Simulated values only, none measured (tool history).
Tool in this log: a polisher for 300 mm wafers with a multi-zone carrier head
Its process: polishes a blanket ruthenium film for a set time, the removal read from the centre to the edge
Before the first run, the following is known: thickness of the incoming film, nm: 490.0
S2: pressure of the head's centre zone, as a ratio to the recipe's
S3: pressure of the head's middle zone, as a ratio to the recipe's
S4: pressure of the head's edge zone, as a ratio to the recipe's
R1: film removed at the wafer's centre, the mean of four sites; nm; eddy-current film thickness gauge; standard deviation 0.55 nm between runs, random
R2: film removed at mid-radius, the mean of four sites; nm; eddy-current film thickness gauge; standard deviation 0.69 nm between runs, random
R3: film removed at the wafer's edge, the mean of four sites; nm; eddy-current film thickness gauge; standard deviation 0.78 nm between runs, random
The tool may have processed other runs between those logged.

run 1 hour=0 | flow_of_slurry_(ml/min)=260 S2=1 S3=1 S4=1 polishing_time_(s)=62 | R1=80.117 R2=80.33 R3=83.145
run 2 hour=1.9 | flow_of_slurry_(ml/min)=265 S2=1.02 S3=0.99 S4=0.97 polishing_time_(s)=58 | R1=78.577 R2=75.839 R3=77.58
run 3 hour=5.1 | flow_of_slurry_(ml/min)=265 S2=1.02 S3=0.98 S4=0.95 polishing_time_(s)=55 | R1=74.265 R2=70.597 R3=74.365
run 4 hour=8.8 | flow_of_slurry_(ml/min)=265 S2=1.04 S3=0.99 S4=0.93 polishing_time_(s)=52 | R1=71.195 R2=67.485 R3=68.105
run 5 hour=14.7 | flow_of_slurry_(ml/min)=260 S2=1.05 S3=0.98 S4=0.91 polishing_time_(s)=51 | R1=69.92 R2=65.021 R3=66.688
run 6 hour=22.6 | flow_of_slurry_(ml/min)=260 S2=1.05 S3=0.92 S4=0.91 polishing_time_(s)=51 | R1=70.501 R2=61.629 R3=66.102
run 7 hour=30.5 | flow_of_slurry_(ml/min)=255 S2=1.06 S3=0.93 S4=0.89 polishing_time_(s)=50 | R1=69.09 R2=59.422 R3=64.177
run 8 hour=34.7 | flow_of_slurry_(ml/min)=250 S2=1.07 S3=0.94 S4=0.87 polishing_time_(s)=49 | R1=67.472 R2=59.314 R3=61.158

Predict the results of run 9:
run 9 hour=41.5 | flow_of_slurry_(ml/min)=240 S2=1.07 S3=0.94 S4=0.86 polishing_time_(s)=49 | R1=? R2=? R3=?

{"run 9": {"R1": 66.867, "R2": 58.366, "R3": 62.892}}
